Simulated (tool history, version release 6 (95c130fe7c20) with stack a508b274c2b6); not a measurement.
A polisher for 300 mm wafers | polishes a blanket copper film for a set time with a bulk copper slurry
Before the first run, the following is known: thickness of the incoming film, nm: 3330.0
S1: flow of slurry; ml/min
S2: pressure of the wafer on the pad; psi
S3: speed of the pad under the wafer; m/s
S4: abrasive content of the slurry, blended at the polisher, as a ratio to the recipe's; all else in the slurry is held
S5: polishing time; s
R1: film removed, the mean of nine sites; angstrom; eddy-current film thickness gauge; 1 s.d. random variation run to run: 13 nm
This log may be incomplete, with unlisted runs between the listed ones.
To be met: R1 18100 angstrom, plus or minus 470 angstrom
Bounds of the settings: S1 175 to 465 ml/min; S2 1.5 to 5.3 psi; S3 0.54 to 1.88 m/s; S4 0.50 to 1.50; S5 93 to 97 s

run,hour,S1,S2,S3,S4,S5,R1
1,0.0,295,3.4,1.20,1.00,93,13187
2,6.7,300,3.7,1.20,1.00,93,13870
3,15.2,300,3.7,1.20,1.00,93,14004
4,23.7,300,3.3,1.20,1.00,93,12851
5,28.6,300,3.3,1.20,0.85,93,12582
6,34.2,300,3.3,1.00,0.85,93,11164
7,39.8,300,3.9,1.00,0.85,93,12362
8,42.4,300,4.3,1.04,0.85,93,13907
9,49.1,300,4.6,1.06,0.85,93,14738
10,57.2,305,4.8,1.10,0.85,93,15481
11,63.3,305,5.3,1.18,0.85,93,17734
12,66.8,305,5.3,1.20,0.85,93,17687

Exercise: of the 4 proposed moves below, exactly one satisfies all targets within the stated allowed misses. Which move is it?
A,70.3,265,5.3,1.18,0.80,94,?
B,70.3,330,5.3,1.12,0.80,95,?
C,70.3,225,5.3,1.18,1.05,95,?
D,70.3,280,5.0,1.20,0.80,94,?

move,R1
A,17020
B,17033
C,17904
D,16546
A: its largest miss is bigger than the last run's
B: its largest miss is bigger than the last run's
C: all results land within tolerance of their targets
D: its largest miss is bigger than the last run's
The right move is C.
